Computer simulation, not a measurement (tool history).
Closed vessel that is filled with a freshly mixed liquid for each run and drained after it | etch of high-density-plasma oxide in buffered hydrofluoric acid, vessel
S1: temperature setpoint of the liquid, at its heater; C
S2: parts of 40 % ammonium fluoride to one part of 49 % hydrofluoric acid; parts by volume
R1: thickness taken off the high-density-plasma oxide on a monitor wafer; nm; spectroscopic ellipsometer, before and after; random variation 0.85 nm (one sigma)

{"run": 1, "hour": 0.0, "S1": 24.0, "S2": 9.5, "time in the liquid (s)": 35, "R1": 56.164}
{"run": 2, "hour": 1.0, "S1": 26.0, "S2": 9.5, "time in the liquid (s)": 35, "R1": 62.847}
{"run": 3, "hour": 4.0, "S1": 26.0, "S2": 9.5, "time in the liquid (s)": 35, "R1": 61.995}
{"run": 4, "hour": 12.1, "S1": 26.0, "S2": 9.5, "time in the liquid (s)": 35, "R1": 62.534}
{"run": 5, "hour": 15.1, "S1": 26.0, "S2": 9.5, "time in the liquid (s)": 35, "R1": 63.177}
{"run": 6, "hour": 21.8, "S1": 26.0, "S2": 12.0, "time in the liquid (s)": 35, "R1": 51.205}
{"run": 7, "hour": 29.4, "S1": 27.5, "S2": 11.5, "time in the liquid (s)": 35, "R1": 58.479}

Forecast run 8:
{"run": 8, "hour": 30.2, "S1": 28.5, "S2": 11.0, "time in the liquid (s)": 35, "R1": "?"}

Run 8 gave R1 63.284 nm.

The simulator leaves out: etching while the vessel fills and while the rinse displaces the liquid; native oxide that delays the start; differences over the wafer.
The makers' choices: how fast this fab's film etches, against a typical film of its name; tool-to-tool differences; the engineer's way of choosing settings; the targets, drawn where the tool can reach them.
